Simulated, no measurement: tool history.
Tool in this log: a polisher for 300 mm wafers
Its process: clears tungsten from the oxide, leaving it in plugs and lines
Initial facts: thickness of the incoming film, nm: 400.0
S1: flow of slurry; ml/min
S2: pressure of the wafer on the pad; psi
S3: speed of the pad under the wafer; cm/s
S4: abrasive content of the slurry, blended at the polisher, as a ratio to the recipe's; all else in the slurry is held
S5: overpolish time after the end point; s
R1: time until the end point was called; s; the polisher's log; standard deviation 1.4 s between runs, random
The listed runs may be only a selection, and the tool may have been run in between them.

| run | hour | S1 | S2 | S3 | S4 | S5 | R1 |
|---|---|---|---|---|---|---|---|
| 1 | 0 | 315 | 3.8 | 110 | 1 | 10 | 84.806 |
| 2 | 5.6 | 315 | 3.8 | 128 | 1 | 10 | 77.188 |
| 3 | 7.4 | 315 | 3.8 | 110 | 1 | 10 | 86.187 |
| 4 | 10 | 280 | 3.8 | 110 | 1 | 10 | 86.553 |
| 5 | 17.2 | 280 | 4.3 | 110 | 1 | 10 | 79.081 |
| 6 | 18.2 | 275 | 3.7 | 102 | 1 | 10 | 92.482 |
| 7 | 24.6 | 275 | 3.2 | 94 | 1 | 10 | 107.17 |
| 8 | 27.6 | 275 | 2.8 | 88 | 1 | 10 | 121.76 |
| 9 | 31.2 | 275 | 2.5 | 84 | 1 | 10 | 135.86 |

The next listed run, before its measurement:
| 10 | 38.7 | 275 | 2.3 | 82 | 1 | 10 | ? |

Logged for run 10: R1 146.1 s.
